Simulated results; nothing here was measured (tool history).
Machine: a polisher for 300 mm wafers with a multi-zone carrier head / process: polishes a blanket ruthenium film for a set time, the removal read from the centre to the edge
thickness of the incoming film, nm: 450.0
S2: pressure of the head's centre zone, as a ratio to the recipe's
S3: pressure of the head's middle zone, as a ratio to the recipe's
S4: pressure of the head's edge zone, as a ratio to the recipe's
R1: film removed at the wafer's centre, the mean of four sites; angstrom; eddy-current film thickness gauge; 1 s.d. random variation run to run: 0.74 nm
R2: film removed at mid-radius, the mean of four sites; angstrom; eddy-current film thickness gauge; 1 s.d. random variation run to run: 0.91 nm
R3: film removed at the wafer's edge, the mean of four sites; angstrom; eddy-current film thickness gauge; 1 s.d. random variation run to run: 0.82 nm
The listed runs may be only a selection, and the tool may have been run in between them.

run 1 hour=0.0 | flow_of_slurry_(ml/min)=315 S2=1.00 S3=1.00 S4=1.00 polishing_time_(s)=74 | R1=642.09 R2=622.53 R3=615.30
run 2 hour=8.9 | flow_of_slurry_(ml/min)=315 S2=1.00 S3=1.06 S4=1.00 polishing_time_(s)=74 | R1=630.28 R2=659.02 R3=614.66
run 3 hour=14.5 | flow_of_slurry_(ml/min)=315 S2=0.92 S3=1.06 S4=1.00 polishing_time_(s)=74 | R1=606.03 R2=648.47 R3=620.59
run 4 hour=21.5 | flow_of_slurry_(ml/min)=315 S2=0.91 S3=1.05 S4=1.03 polishing_time_(s)=77 | R1=615.75 R2=683.79 R3=655.83
run 5 hour=24.8 | flow_of_slurry_(ml/min)=315 S2=0.91 S3=1.02 S4=1.05 polishing_time_(s)=80 | R1=645.91 R2=687.42 R3=674.28
run 6 hour=29.4 | flow_of_slurry_(ml/min)=250 S2=0.91 S3=1.02 S4=1.05 polishing_time_(s)=80 | R1=630.33 R2=668.50 R3=665.23

For run 7, what comes out?
run 7 hour=34.0 | flow_of_slurry_(ml/min)=255 S2=0.90 S3=1.00 S4=1.08 polishing_time_(s)=83 | R1=? R2=? R3=?

Run 7 yielded R1 638.62 angstrom, R2 679.78 angstrom, R3 711.34 angstrom.

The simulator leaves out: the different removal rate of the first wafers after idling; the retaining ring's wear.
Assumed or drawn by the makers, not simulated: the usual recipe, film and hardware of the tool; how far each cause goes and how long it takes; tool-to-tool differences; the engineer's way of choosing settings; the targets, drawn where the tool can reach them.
